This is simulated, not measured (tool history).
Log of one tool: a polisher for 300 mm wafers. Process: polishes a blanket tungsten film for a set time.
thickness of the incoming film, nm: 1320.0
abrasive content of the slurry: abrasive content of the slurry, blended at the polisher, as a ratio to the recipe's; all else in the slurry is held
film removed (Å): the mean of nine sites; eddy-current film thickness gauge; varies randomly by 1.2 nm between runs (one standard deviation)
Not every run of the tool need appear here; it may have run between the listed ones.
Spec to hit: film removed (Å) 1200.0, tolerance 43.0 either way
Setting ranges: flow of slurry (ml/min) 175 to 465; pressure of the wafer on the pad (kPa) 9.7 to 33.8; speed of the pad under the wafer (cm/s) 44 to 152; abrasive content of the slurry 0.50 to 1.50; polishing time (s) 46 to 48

| run | hour | flow of slurry (ml/min) | pressure of the wafer on the pad (kPa) | speed of the pad under the wafer (cm/s) | abrasive content of the slurry | polishing time (s) | film removed (Å) |
|---|---|---|---|---|---|---|---|
| 1 | 0.0 | 295 | 21.4 | 98 | 1.00 | 46 | 1855.6 |
| 2 | 4.5 | 295 | 18.6 | 98 | 1.00 | 46 | 1601.2 |
| 3 | 7.3 | 295 | 17.2 | 98 | 1.00 | 46 | 1525.4 |
| 4 | 13.5 | 295 | 15.9 | 98 | 1.00 | 46 | 1397.8 |
| 5 | 19.6 | 295 | 15.2 | 98 | 1.00 | 46 | 1335.1 |
| 6 | 21.1 | 295 | 15.2 | 120 | 1.00 | 46 | 1583.3 |
| 7 | 24.8 | 295 | 9.7 | 118 | 1.00 | 46 | 1024.9 |
| 8 | 30.4 | 295 | 12.4 | 118 | 1.00 | 46 | 1286.6 |

Pick the move, out of 5, that brings all results within their allowed miss; only one does.
| A | 36.0 | 320 | 13.1 | 98 | 0.95 | 48 | ? |
| B | 36.0 | 280 | 12.4 | 100 | 0.95 | 46 | ? |
| C | 36.0 | 390 | 11.0 | 108 | 1.10 | 46 | ? |
| D | 36.0 | 290 | 10.3 | 114 | 1.30 | 46 | ? |
| E | 36.0 | 285 | 11.0 | 102 | 1.25 | 46 | ? |

| move | film removed (Å) |
|---|---|
| A | 1191.2 |
| B | 1089.0 |
| C | 1110.7 |
| D | 1112.5 |
| E | 1061.3 |
A: in spec on every target
B: carries the result that was furthest off beyond its target, to the other side
C: carries the result that was furthest off beyond its target, to the other side
D: carries the result that was furthest off beyond its target, to the other side
E: carries the result that was furthest off beyond its target, to the other side
Move A is the one to make.
